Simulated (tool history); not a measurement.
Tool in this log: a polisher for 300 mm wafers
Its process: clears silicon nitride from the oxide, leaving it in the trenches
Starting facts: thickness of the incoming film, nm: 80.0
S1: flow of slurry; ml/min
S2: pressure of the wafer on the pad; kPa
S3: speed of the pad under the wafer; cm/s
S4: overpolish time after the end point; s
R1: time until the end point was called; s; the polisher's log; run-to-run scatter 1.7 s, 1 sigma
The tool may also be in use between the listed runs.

| run | hour | S1 | S2 | S3 | S4 | R1 |
|---|---|---|---|---|---|---|
| 1 | 0.0 | 285 | 13.1 | 102 | 4 | 133.29 |
| 2 | 3.9 | 285 | 10.3 | 102 | 4 | 157.43 |
| 3 | 6.0 | 285 | 11.0 | 102 | 4 | 153.67 |
| 4 | 7.0 | 285 | 7.6 | 102 | 4 | 198.81 |
| 5 | 10.1 | 285 | 8.3 | 102 | 4 | 190.17 |
| 6 | 17.0 | 285 | 8.3 | 86 | 4 | 219.95 |
| 7 | 20.0 | 285 | 8.3 | 86 | 4 | 219.59 |
| 8 | 28.7 | 285 | 9.0 | 86 | 4 | 210.91 |
| 9 | 36.8 | 285 | 9.7 | 86 | 4 | 198.12 |
| 10 | 44.4 | 285 | 10.3 | 86 | 4 | 181.36 |
| 11 | 47.1 | 285 | 14.5 | 90 | 4 | 139.57 |

Predict the results of run 12:
| 12 | 53.4 | 285 | 15.2 | 90 | 4 | ? |

Logged for run 12: R1 133.65 s.
